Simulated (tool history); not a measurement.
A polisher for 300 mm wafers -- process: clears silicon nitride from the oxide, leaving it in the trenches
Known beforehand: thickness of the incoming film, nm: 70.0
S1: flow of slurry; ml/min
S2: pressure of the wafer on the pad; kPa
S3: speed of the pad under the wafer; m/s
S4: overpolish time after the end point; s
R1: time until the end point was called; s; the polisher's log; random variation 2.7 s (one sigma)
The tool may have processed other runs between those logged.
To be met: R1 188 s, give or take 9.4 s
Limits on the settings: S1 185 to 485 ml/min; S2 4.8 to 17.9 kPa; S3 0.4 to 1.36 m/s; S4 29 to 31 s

Run 1, hour 0: S1 310 ml/min, S2 11 kPa, S3 0.88 m/s, S4 29 s. Result: R1 136.48 s.
Run 2, hour 1.9: S1 310 ml/min, S2 11 kPa, S3 0.88 m/s, S4 31 s. Result: R1 138.7 s.
Run 3, hour 10: S1 310 ml/min, S2 11 kPa, S3 0.88 m/s, S4 29 s. Result: R1 135.17 s.
Run 4, hour 16.1: S1 310 ml/min, S2 9.7 kPa, S3 0.88 m/s, S4 29 s. Result: R1 153.39 s.
Run 5, hour 21: S1 310 ml/min, S2 10.3 kPa, S3 0.88 m/s, S4 29 s. Result: R1 144.91 s.
Run 6, hour 26.9: S1 310 ml/min, S2 10.3 kPa, S3 0.88 m/s, S4 31 s. Result: R1 145.17 s.
Run 7, hour 31.4: S1 310 ml/min, S2 9.7 kPa, S3 0.88 m/s, S4 31 s. Result: R1 155.85 s.
Run 8, hour 37.6: S1 310 ml/min, S2 9 kPa, S3 0.88 m/s, S4 31 s. Result: R1 166.66 s.

Which single option among these 4 for the next run brings every result within its allowed miss of target? Just one does.
Run A, hour 43.8: S1 320 ml/min, S2 7.6 kPa, S3 0.9 m/s, S4 31 s. Result: R1 ?.
Run B, hour 43.8: S1 330 ml/min, S2 10.3 kPa, S3 0.74 m/s, S4 29 s. Result: R1 ?.
Run C, hour 43.8: S1 295 ml/min, S2 9.7 kPa, S3 0.82 m/s, S4 31 s. Result: R1 ?.
Run D, hour 43.8: S1 310 ml/min, S2 11 kPa, S3 0.68 m/s, S4 31 s. Result: R1 ?.

move      R1
   A  192.86
   B  166.15
   C  165.72
   D   167.2
A: every result within its allowed miss
B: about as far from the targets as the last run
C: about as far from the targets as the last run
D: about as far from the targets as the last run
The right move is A.
